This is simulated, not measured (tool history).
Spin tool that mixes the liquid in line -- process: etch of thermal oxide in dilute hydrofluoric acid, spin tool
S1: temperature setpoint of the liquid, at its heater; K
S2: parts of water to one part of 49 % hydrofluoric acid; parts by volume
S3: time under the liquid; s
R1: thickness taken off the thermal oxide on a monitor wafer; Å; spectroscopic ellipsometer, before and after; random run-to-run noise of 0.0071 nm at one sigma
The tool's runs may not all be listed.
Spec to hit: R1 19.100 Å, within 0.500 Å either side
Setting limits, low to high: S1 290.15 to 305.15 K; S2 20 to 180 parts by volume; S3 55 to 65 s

run,day,S1,S2,S3,R1
1,0.000,297.15,100,65,34.895
2,0.108,297.15,130,65,26.041
3,0.154,295.65,130,65,24.373
4,0.204,293.65,130,65,22.455
5,0.550,292.65,130,65,21.548
6,0.608,292.15,130,65,21.255
7,0.850,291.65,130,65,20.740
8,0.954,291.15,130,65,20.235

Exercise: of the 4 proposed moves below, exactly one satisfies all targets within the stated allowed misses. Which move is it?
A,1.058,290.65,130,65,?
B,1.058,290.15,120,55,?
C,1.058,290.15,125,65,?
D,1.058,292.65,145,65,?

move,R1
A,19.935
B,18.080
C,20.410
D,19.094
A: better than the last run, though not everything is in spec
B: pushes the last run's worst result past its target
C: the biggest miss grows against the last run
D: in spec on every target
Correct choice: D, which meets every target
